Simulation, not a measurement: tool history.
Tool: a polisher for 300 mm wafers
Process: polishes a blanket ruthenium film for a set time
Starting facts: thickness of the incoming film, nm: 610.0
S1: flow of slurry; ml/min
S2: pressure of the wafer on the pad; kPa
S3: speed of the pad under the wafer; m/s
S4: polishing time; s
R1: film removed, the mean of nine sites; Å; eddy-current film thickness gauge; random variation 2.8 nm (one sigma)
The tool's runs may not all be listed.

Run 1, hour 0: S1 240 ml/min, S2 14.5 kPa, S3 1.24 m/s, S4 74 s. Result: R1 1262.3 Å.
Run 2, hour 8.4: S1 240 ml/min, S2 14.5 kPa, S3 1.12 m/s, S4 74 s. Result: R1 1164.5 Å.
Run 3, hour 14.6: S1 240 ml/min, S2 16.5 kPa, S3 1.18 m/s, S4 74 s. Result: R1 1353.9 Å.
Run 4, hour 20.2: S1 240 ml/min, S2 16.5 kPa, S3 0.92 m/s, S4 74 s. Result: R1 1146.5 Å.
Run 5, hour 29.3: S1 190 ml/min, S2 16.5 kPa, S3 0.92 m/s, S4 74 s. Result: R1 1095.5 Å.
Run 6, hour 37.9: S1 150 ml/min, S2 16.5 kPa, S3 0.92 m/s, S4 74 s. Result: R1 1066.2 Å.
Run 7, hour 45.7: S1 160 ml/min, S2 17.9 kPa, S3 1.08 m/s, S4 74 s. Result: R1 1298.1 Å.
Run 8, hour 50.4: S1 160 ml/min, S2 17.9 kPa, S3 1.08 m/s, S4 74 s. Result: R1 1272.7 Å.
Run 9, hour 59.1: S1 175 ml/min, S2 19.3 kPa, S3 1.22 m/s, S4 74 s. Result: R1 1547.4 Å.
Run 10, hour 60.9: S1 185 ml/min, S2 20 kPa, S3 1.32 m/s, S4 74 s. Result: R1 1698.8 Å.

Run 11 has not been measured yet. What should we expect?
Run 11, hour 61.6: S1 190 ml/min, S2 20.7 kPa, S3 1.4 m/s, S4 74 s. Result: R1 ?.

{"run 11": {"R1": 1867}}
